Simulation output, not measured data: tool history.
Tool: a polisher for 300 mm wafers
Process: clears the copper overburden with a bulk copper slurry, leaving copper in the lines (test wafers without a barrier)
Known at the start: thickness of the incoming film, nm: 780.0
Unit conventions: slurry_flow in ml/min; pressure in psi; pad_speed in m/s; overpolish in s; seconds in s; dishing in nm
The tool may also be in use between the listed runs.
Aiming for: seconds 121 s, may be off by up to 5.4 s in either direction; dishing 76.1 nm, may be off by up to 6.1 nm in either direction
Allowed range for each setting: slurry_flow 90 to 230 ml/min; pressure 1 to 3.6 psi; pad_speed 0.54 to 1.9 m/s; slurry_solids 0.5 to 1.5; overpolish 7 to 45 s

run  hour  slurry_flow  pressure  pad_speed  slurry_solids  overpolish  seconds  dishing
  1     0          150       2.3       1.22              1          23   93.738   101.82
  2   6.5          150       2.5       1.22              1          23   85.746   107.21
  3  11.8          150       2.3       1.22              1          22   92.877   92.495
  4  18.6          150       2.1       1.22              1          23   99.531   91.863
  5  27.1          150       2.1       1.46              1          23   85.758   100.31
  6  33.3          150       1.9       1.46              1          23   94.181   94.196
  7  39.3          150       1.8       1.46              1          23   99.214   90.773
     42.3  -- slurry blender recalibrated
  8  42.3          150       1.7       1.46              1          23   100.01   88.129

Pick the move, out of 5, that brings all results within their allowed miss; only one does.
  A  45.3          130       1.3        1.4            1.1          18        ?        ?
  B  45.3           90       1.2       1.74           0.75          21        ?        ?
  C  45.3          135       1.6       1.28            0.7          16        ?        ?
  D  45.3          155         2          1           0.75          18        ?        ?
  E  45.3           90       1.4        1.6              1          22        ?        ?

move  seconds  dishing
   A   134.99   59.417
   B   138.32   64.109
   C   132.52   56.816
   D   130.73    64.44
   E   121.82   73.724
A: pushes the last run's worst result past its target
B: pushes the last run's worst result past its target
C: pushes the last run's worst result past its target
D: pushes the last run's worst result past its target
E: every result within its allowed miss
So the answer is move E, the one that meets all the targets.
